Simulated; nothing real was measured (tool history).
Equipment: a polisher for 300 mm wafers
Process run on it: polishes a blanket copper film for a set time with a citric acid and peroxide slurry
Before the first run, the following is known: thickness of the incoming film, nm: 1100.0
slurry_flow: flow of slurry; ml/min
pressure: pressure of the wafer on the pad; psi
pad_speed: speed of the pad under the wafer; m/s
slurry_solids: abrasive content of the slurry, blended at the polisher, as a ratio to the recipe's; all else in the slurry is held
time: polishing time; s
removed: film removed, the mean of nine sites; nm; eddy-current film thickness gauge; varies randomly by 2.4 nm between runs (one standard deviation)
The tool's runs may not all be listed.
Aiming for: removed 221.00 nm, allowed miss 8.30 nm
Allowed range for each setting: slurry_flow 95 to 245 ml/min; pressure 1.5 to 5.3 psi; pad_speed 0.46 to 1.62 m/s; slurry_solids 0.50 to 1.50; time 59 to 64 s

run  hour  slurry_flow  pressure  pad_speed  slurry_solids  time  removed
  1   0.0          155       3.4       1.04           1.00    64   143.26
  2   7.1          160       3.7       1.04           1.00    64   156.25
  3  12.2          160       3.9       1.04           1.00    64   167.39
  4  19.1          130       3.9       1.04           1.00    64   164.23
  5  27.6          130       3.9       1.16           1.00    64   181.97
  6  35.4          130       4.0       1.16           1.00    64   183.37
  7  37.0          130       4.1       1.16           1.00    64   190.85
  8  39.7          130       4.2       1.16           1.00    64   192.88
  9  45.1          130       4.3       1.16           1.00    64   198.78
 10  51.0          130       4.4       1.16           1.00    64   204.43
 11  59.9          130       4.5       1.16           1.00    64   209.06
 12  62.9          130       4.6       1.16           1.00    64   212.74

Next run, 5 choices. One meets every target within its allowed miss, the rest don't. Which?
  A  65.9          160       5.1       1.04           1.05    59        ?
  B  65.9          135       5.1       1.12           1.10    62        ?
  C  65.9          145       4.9       1.00           1.20    64        ?
  D  65.9          205       4.3       1.14           0.95    64        ?
  E  65.9          120       4.9       1.12           1.05    61        ?

move  removed
   A   197.88
   B   221.44
   C   201.50
   D   200.10
   E   205.08
A: lands further from the targets than the last run did
B: hits every target within its allowed miss
C: lands further from the targets than the last run did
D: lands further from the targets than the last run did
E: lands further from the targets than the last run did
So the answer is move B, the one that meets all the targets.

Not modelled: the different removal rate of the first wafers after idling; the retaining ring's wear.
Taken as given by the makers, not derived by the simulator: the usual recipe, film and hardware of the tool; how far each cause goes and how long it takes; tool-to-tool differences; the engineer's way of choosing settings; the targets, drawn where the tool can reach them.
